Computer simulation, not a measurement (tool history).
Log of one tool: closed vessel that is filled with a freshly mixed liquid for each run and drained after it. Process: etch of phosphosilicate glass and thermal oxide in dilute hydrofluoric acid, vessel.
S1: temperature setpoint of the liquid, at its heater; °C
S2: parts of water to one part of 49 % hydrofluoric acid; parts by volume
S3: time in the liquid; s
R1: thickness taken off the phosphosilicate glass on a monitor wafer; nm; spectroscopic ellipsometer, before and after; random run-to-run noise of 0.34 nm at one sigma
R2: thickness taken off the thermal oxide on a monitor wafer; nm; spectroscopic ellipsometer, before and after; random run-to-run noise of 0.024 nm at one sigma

run 1 hour=0.0 | S1=24 S2=100 S3=75 | R1=44.779 R2=3.6671
run 2 hour=6.7 | S1=24 S2=100 S3=95 | R1=57.219 R2=4.6619
run 3 hour=9.5 | S1=26 S2=100 S3=95 | R1=62.588 R2=5.0040
run 4 hour=10.1 | S1=25 S2=105 S3=95 | R1=56.655 R2=4.5188
run 5 hour=16.4 | S1=24 S2=110 S3=95 | R1=51.953 R2=4.1293
run 6 hour=25.1 | S1=24 S2=90 S3=95 | R1=64.756 R2=5.1736

Run 7 is up next; what results do you expect?
run 7 hour=25.8 | S1=20 S2=120 S3=95 | R1=? R2=?

Logged for run 7: R1 40.127 nm, R2 3.2061 nm.
